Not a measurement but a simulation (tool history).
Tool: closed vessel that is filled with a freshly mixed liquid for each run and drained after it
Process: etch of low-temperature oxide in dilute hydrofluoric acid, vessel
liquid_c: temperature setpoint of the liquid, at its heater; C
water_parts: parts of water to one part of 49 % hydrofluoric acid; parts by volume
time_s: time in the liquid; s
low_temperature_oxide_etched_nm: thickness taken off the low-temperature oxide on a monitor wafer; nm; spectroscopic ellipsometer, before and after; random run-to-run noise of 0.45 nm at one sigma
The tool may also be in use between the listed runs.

run	day	liquid_c	water_parts	time_s	low_temperature_oxide_etched_nm
1	0	20	180	400	40.114
2	0.142	21	170	400	44.4
3	0.25	22	160	400	49.623
4	0.325	22	105	400	79.987
5	0.483	22	70	400	124.63
6	0.808	22	35	400	261.9
7	0.95	18	100	400	71.409

What does the tool deliver on the next run?
8	1.183	18.5	100	400	?

Run 8 measured low_temperature_oxide_etched_nm 73.538 nm.

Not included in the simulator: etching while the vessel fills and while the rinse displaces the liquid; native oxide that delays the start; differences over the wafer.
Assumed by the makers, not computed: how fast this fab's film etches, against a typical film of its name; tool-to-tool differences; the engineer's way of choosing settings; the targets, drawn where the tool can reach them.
